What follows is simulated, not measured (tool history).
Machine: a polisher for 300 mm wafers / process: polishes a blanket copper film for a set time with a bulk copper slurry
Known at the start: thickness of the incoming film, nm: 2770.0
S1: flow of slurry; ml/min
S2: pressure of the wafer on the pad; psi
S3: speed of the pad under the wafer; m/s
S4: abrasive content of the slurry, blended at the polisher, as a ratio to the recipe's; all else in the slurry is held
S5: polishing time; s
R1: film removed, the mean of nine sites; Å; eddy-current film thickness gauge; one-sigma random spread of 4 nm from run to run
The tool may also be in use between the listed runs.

{"run": 1, "hour": 0.0, "S1": 225, "S2": 2.9, "S3": 0.86, "S4": 1, "S5": 116, "R1": 8050.7}
{"run": 2, "hour": 4.5, "S1": 200, "S2": 2.9, "S3": 0.86, "S4": 1, "S5": 116, "R1": 8095.7}
{"run": 3, "hour": 6.1, "S1": 200, "S2": 2.9, "S3": 0.86, "S4": 1, "S5": 121, "R1": 8470.5}
{"run": 4, "hour": 7.2, "S1": 200, "S2": 2.9, "S3": 0.86, "S4": 1, "S5": 116, "R1": 8082.5}
{"run": 5, "hour": 10.1, "S1": 200, "S2": 2.6, "S3": 0.82, "S4": 1, "S5": 116, "R1": 7030.1}
{"run": 6, "hour": 10.8, "S1": 200, "S2": 2.6, "S3": 0.98, "S4": 1, "S5": 116, "R1": 8219}
{"run": 7, "hour": 14.0, "S1": 200, "S2": 2.4, "S3": 0.92, "S4": 1, "S5": 116, "R1": 7233.9}
{"run": 8, "hour": 15.4, "S1": 200, "S2": 2.2, "S3": 0.88, "S4": 1, "S5": 116, "R1": 6366.2}
{"run": 9, "hour": 22.1, "S1": 200, "S2": 2, "S3": 0.86, "S4": 1, "S5": 116, "R1": 5714.4}
{"run": 10, "hour": 30.2, "S1": 200, "S2": 1.9, "S3": 0.84, "S4": 1, "S5": 116, "R1": 5259.3}
{"run": 11, "hour": 34.2, "S1": 200, "S2": 1.8, "S3": 0.84, "S4": 1, "S5": 116, "R1": 5031.4}
{"run": 12, "hour": 40.0, "S1": 200, "S2": 1.7, "S3": 0.84, "S4": 1, "S5": 116, "R1": 4798.9}
{"run": 13, "hour": 46.7, "S1": 200, "S2": 1.6, "S3": 0.84, "S4": 1, "S5": 116, "R1": 4496.7}

The next listed run, before its measurement:
{"run": 14, "hour": 54.3, "S1": 200, "S2": 1.5, "S3": 0.84, "S4": 1, "S5": 116, "R1": "?"}

R1: 4292.4 Å
